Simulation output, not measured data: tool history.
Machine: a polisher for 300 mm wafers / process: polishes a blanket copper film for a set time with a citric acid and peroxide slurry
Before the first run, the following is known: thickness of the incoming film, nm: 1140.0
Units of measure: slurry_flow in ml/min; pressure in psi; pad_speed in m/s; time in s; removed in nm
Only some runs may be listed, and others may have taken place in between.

run,hour,slurry_flow,pressure,pad_speed,slurry_solids,time,removed
1,0.0,310,2.8,0.88,1.00,64,139.310
2,7.3,305,2.4,0.88,1.00,64,119.540
3,11.7,305,2.4,0.70,1.00,64,95.684
4,13.9,305,2.4,0.70,0.85,64,95.051
5,19.7,245,2.4,0.70,0.85,64,91.062
6,25.2,245,2.4,0.84,0.85,64,109.990
7,30.4,240,2.2,0.84,0.85,64,99.644

The next listed run, before its measurement:
8,36.6,240,2.2,0.84,0.85,64,?

{"run 8": {"removed": 100.19}}
